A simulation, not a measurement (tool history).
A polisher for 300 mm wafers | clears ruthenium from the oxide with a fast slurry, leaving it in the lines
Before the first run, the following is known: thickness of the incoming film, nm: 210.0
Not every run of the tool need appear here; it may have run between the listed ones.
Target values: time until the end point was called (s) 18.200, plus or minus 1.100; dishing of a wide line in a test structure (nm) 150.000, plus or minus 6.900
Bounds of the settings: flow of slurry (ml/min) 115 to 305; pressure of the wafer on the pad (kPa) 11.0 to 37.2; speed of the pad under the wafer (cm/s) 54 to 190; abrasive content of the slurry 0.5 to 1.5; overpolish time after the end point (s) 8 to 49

run,hour,flow of slurry (ml/min),pressure of the wafer on the pad (kPa),speed of the pad under the wafer (cm/s),abrasive content of the slurry,overpolish time after the end point (s),time until the end point was called (s),dishing of a wide line in a test structure (nm)
1,0.0,195,24.1,122,1.0,25,28.675,100.670
2,5.2,195,25.5,122,1.0,26,26.671,108.760
3,10.0,195,26.2,122,1.0,26,26.821,110.470
4,16.5,195,22.1,122,1.0,26,31.461,99.706
5,18.0,195,23.4,122,1.0,26,28.388,104.010
6,19.8,195,24.8,122,1.0,26,27.871,105.460
7,27.3,195,26.2,122,1.0,26,26.634,112.890
8,28.3,195,27.6,122,1.0,26,25.030,112.370
9,33.4,195,28.3,122,1.0,27,24.112,120.180
10,39.5,195,29.0,122,1.0,27,23.443,117.790
11,44.1,195,29.6,122,1.0,28,22.180,123.700
12,47.8,195,30.3,122,1.0,29,22.485,126.800
13,53.9,195,31.0,122,1.0,29,22.461,126.400
14,60.8,195,31.7,122,1.0,29,21.382,130.900
15,63.9,195,32.4,122,1.0,29,21.091,129.250
16,65.0,195,33.1,122,1.0,29,21.142,130.230
17,74.0,195,33.8,122,1.0,29,19.628,130.600
18,81.8,195,34.5,124,1.0,31,20.181,138.260
19,86.3,195,35.9,126,1.0,32,18.192,141.710

Pick the move, out of 4, that brings all results within their allowed miss; only one does.
A,90.8,195,37.2,104,1.2,23,?,?
B,90.8,170,36.5,126,1.2,24,?,?
C,90.8,195,30.3,158,1.1,22,?,?
D,90.8,225,37.2,122,1.0,35,?,?

move,time until the end point was called (s),dishing of a wide line in a test structure (nm)
A,19.692,119.460
B,17.032,130.550
C,16.790,126.350
D,18.327,146.280
A: misses by more than the last run did
B: misses by more than the last run did
C: misses by more than the last run did
D: every result within its allowed miss
Answer: D
